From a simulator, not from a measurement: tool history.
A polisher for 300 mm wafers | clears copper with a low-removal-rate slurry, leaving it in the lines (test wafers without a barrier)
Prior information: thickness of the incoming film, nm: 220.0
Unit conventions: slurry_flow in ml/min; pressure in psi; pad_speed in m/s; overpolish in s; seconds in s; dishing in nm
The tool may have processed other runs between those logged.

run	day	slurry_flow	pressure	pad_speed	slurry_solids	overpolish	seconds	dishing
1	0	280	2.6	1	1	10	65.966	21.866
2	0.208	245	2.6	1	1	10	69.51	21.07
3	0.254	245	3.1	1	1	10	56.763	25.602
4	0.558	240	2.9	1	1	9	61.879	22.138
5	0.812	240	2.9	1	0.85	9	63.895	21.219
6	0.896	240	2.9	1	0.7	9	66.918	19.765
7	1.167	240	2.9	1	0.7	9	68.722	20.112
8	1.417	240	2.8	1	0.7	8	69.355	17.466
9	1.538	240	2.3	1	0.7	7	84.421	13.353
10	1.712	245	2.3	1	0.7	7	84.091	13.234
11	1.767	250	2.3	1	0.7	7	83.637	13.56

What will run 12 give?
12	2.012	255	2.3	1	0.7	7	?	?

{"run 12": {"seconds": 84.555, "dishing": 13.298}}
